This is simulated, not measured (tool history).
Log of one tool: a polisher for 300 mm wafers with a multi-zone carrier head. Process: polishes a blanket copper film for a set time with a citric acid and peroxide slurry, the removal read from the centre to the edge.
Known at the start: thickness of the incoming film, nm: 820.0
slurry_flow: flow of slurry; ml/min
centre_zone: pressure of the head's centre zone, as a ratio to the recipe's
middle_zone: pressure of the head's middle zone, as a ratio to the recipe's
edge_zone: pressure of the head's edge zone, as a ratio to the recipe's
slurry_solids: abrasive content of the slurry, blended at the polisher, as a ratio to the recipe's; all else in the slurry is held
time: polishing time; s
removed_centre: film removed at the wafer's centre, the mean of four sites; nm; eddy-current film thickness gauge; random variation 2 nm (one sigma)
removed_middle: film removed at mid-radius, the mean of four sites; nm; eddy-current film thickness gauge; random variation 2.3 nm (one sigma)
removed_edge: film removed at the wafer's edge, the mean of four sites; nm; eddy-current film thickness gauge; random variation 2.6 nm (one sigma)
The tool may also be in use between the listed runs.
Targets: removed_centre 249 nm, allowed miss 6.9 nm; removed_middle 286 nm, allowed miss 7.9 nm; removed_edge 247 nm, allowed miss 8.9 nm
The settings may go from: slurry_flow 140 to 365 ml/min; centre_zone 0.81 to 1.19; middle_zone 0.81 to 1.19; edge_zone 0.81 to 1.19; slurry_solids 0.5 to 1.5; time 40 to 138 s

run 1 hour=0 | slurry_flow=235 centre_zone=1 middle_zone=1 edge_zone=1 slurry_solids=1 time=88 | removed_centre=243.13 removed_middle=228.86 removed_edge=228.87
run 2 hour=2.1 | slurry_flow=235 centre_zone=1 middle_zone=1 edge_zone=1 slurry_solids=1 time=107 | removed_centre=296.05 removed_middle=280.38 removed_edge=278.16
run 3 hour=4.3 | slurry_flow=225 centre_zone=0.98 middle_zone=1.01 edge_zone=0.97 slurry_solids=1 time=107 | removed_centre=291 removed_middle=282.9 removed_edge=272.12
run 4 hour=11.8 | slurry_flow=225 centre_zone=0.98 middle_zone=1.01 edge_zone=0.97 slurry_solids=1.15 time=107 | removed_centre=300.97 removed_middle=292.47 removed_edge=280.06
-- hour=15.2 centre zone pressure recalibrated
run 5 hour=15.2 | slurry_flow=260 centre_zone=0.98 middle_zone=1.01 edge_zone=0.97 slurry_solids=1.15 time=107 | removed_centre=274.82 removed_middle=292.13 removed_edge=285.35
run 6 hour=16.9 | slurry_flow=260 centre_zone=0.97 middle_zone=1.02 edge_zone=0.95 slurry_solids=1.1 time=107 | removed_centre=270.17 removed_middle=289.69 removed_edge=273.39
run 7 hour=23.5 | slurry_flow=200 centre_zone=0.91 middle_zone=1.06 edge_zone=0.86 slurry_solids=1.05 time=107 | removed_centre=244.5 removed_middle=288.1 removed_edge=254.85
run 8 hour=25.9 | slurry_flow=195 centre_zone=0.91 middle_zone=1.06 edge_zone=0.85 slurry_solids=1.05 time=107 | removed_centre=241.95 removed_middle=288.46 removed_edge=259.95

Which of these 5 next moves meets every target?
run A hour=28.3 | slurry_flow=150 centre_zone=0.96 middle_zone=1.1 edge_zone=0.86 slurry_solids=1.05 time=105 | removed_centre=? removed_middle=? removed_edge=?
run B hour=28.3 | slurry_flow=190 centre_zone=0.87 middle_zone=1 edge_zone=0.86 slurry_solids=1.05 time=113 | removed_centre=? removed_middle=? removed_edge=?
run C hour=28.3 | slurry_flow=200 centre_zone=0.93 middle_zone=1 edge_zone=0.91 slurry_solids=1.1 time=110 | removed_centre=? removed_middle=? removed_edge=?
run D hour=28.3 | slurry_flow=215 centre_zone=0.82 middle_zone=0.98 edge_zone=0.9 slurry_solids=1.05 time=111 | removed_centre=? removed_middle=? removed_edge=?
run E hour=28.3 | slurry_flow=235 centre_zone=0.88 middle_zone=1.09 edge_zone=0.88 slurry_solids=1.1 time=99 | removed_centre=? removed_middle=? removed_edge=?

move=A removed_centre=245.13 removed_middle=286.56 removed_edge=247.18
move=B removed_centre=245.88 removed_middle=292.15 removed_edge=271.59
move=C removed_centre=259.65 removed_middle=288.16 removed_edge=274.57
move=D removed_centre=230.75 removed_middle=285.82 removed_edge=275.01
move=E removed_centre=225.16 removed_middle=283.67 removed_edge=246.01
A: meets every target
B: further off than the last run
C: further off than the last run
D: further off than the last run
E: brings the result that was furthest off to its target, and leaves another outside
Answer: A

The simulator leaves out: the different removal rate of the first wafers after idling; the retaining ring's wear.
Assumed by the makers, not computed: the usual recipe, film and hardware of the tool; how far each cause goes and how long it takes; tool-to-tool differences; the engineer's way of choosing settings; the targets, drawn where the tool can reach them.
